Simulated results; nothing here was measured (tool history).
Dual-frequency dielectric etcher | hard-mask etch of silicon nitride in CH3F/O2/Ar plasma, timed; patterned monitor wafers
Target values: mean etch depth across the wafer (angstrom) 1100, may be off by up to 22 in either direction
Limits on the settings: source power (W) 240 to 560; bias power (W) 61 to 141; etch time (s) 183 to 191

run  hour  source power (W)  bias power (W)  etch time (s)  mean etch depth across the wafer (angstrom)
  1     0               400             101            183                                       1468.4
  2   6.1               380              96            183                                       1418.7
  3  13.8               360              91            183                                       1365.4
  4  18.1               340              87            183                                       1300.6
  5  19.2               330              85            183                                       1278.5
  6    23               320              83            183                                       1251.5
  7  26.3               310              82            183                                       1227.1
  8  31.6               300              81            183                                       1195.8
  9  34.6               290              81            183                                         1171
 10  38.8               270              80            183                                       1122.3
 11  44.8               250              79            183                                       1069.2

Pick the move, out of 4, that brings all results within their allowed miss; only one does.
  A  50.8               250              90            191                                            ?
  B  50.8               240              74            183                                            ?
  C  50.8               240              77            183                                            ?
  D  50.8               260              62            191                                            ?

move  mean etch depth across the wafer (angstrom)
   A                                       1144.4
   B                                       1026.2
   C                                       1034.1
   D                                       1092.4
A: moves the result that the last run missed by most past its target, out the other side
B: its largest miss is bigger than the last run's
C: its largest miss is bigger than the last run's
D: in spec on every target
Answer: D
